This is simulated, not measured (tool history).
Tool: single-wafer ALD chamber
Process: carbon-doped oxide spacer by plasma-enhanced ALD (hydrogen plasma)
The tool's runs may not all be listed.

run	day	heater temperature setpoint (K)	number of ALD cycles (cycles)	mean film thickness on the monitor wafer (nm)
1	0.000	688.15	486	23.067
2	0.379	688.15	423	19.831
3	0.750	693.15	423	19.592
4	1.104	698.15	423	19.205
5	1.258	699.15	419	18.992
6	1.517	699.15	477	21.563

The next listed run, before its measurement:
7	1.908	700.15	468	?

mean film thickness on the monitor wafer (nm): 20.974

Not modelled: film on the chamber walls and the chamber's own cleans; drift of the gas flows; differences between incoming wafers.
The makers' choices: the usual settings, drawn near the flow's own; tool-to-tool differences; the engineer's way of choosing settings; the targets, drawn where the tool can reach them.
